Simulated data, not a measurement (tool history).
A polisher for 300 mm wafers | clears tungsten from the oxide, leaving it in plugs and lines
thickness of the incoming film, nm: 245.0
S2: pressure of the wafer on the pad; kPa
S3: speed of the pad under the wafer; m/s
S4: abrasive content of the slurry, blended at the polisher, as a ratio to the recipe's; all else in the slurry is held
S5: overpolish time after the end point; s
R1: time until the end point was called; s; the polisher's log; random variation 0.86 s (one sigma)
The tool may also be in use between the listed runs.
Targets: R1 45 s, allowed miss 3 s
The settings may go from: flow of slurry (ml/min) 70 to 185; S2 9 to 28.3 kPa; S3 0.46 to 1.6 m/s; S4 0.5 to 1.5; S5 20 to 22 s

{"run": 1, "hour": 0.0, "flow of slurry (ml/min)": 120, "S2": 18.6, "S3": 1.02, "S4": 1, "S5": 20, "R1": 78.355}
{"run": 2, "hour": 1.5, "flow of slurry (ml/min)": 120, "S2": 20, "S3": 1.04, "S4": 1, "S5": 20, "R1": 73.086}
{"run": 3, "hour": 6.9, "flow of slurry (ml/min)": 120, "S2": 21.4, "S3": 1.06, "S4": 1, "S5": 20, "R1": 68.715}
{"run": 4, "hour": 12.0, "flow of slurry (ml/min)": 120, "S2": 22.1, "S3": 1.08, "S4": 1, "S5": 20, "R1": 62.554}
{"run": 5, "hour": 20.3, "flow of slurry (ml/min)": 120, "S2": 18.6, "S3": 1.08, "S4": 1, "S5": 20, "R1": 73.748}
{"run": 6, "hour": 23.1, "flow of slurry (ml/min)": 120, "S2": 20, "S3": 1.1, "S4": 1, "S5": 20, "R1": 69.704}
{"run": 7, "hour": 31.2, "flow of slurry (ml/min)": 120, "S2": 21.4, "S3": 1.12, "S4": 1, "S5": 20, "R1": 62.675}
{"run": 8, "hour": 36.0, "flow of slurry (ml/min)": 120, "S2": 22.1, "S3": 1.12, "S4": 1, "S5": 20, "R1": 62.802}
{"run": 9, "hour": 40.6, "flow of slurry (ml/min)": 120, "S2": 22.8, "S3": 1.14, "S4": 1, "S5": 20, "R1": 56.658}
{"run": 10, "hour": 45.9, "flow of slurry (ml/min)": 120, "S2": 23.4, "S3": 1.14, "S4": 1, "S5": 20, "R1": 56.132}
{"run": 11, "hour": 52.4, "flow of slurry (ml/min)": 120, "S2": 24.1, "S3": 1.14, "S4": 1, "S5": 20, "R1": 55.716}
{"run": 12, "hour": 60.1, "flow of slurry (ml/min)": 120, "S2": 24.8, "S3": 1.14, "S4": 1, "S5": 20, "R1": 54.019}
{"run": 13, "hour": 67.9, "flow of slurry (ml/min)": 120, "S2": 25.5, "S3": 1.14, "S4": 1, "S5": 20, "R1": 53.302}
{"run": 14, "hour": 74.2, "flow of slurry (ml/min)": 120, "S2": 26.2, "S3": 1.14, "S4": 1, "S5": 20, "R1": 51.52}

Which of these 4 next moves meets every target?
{"run": "A", "hour": 80.5, "flow of slurry (ml/min)": 95, "S2": 28.3, "S3": 0.94, "S4": 1.3, "S5": 22, "R1": "?"}
{"run": "B", "hour": 80.5, "flow of slurry (ml/min)": 165, "S2": 27.6, "S3": 1.14, "S4": 1.05, "S5": 20, "R1": "?"}
{"run": "C", "hour": 80.5, "flow of slurry (ml/min)": 125, "S2": 28.3, "S3": 1.36, "S4": 1.1, "S5": 20, "R1": "?"}
{"run": "D", "hour": 80.5, "flow of slurry (ml/min)": 120, "S2": 28.3, "S3": 1.38, "S4": 1.05, "S5": 20, "R1": "?"}

move=A R1=55.349
move=B R1=44.36
move=C R1=37.866
move=D R1=38.101
A: further off than the last run
B: meets every target
C: takes the result that was furthest off past its target
D: takes the result that was furthest off past its target
The right move is B.
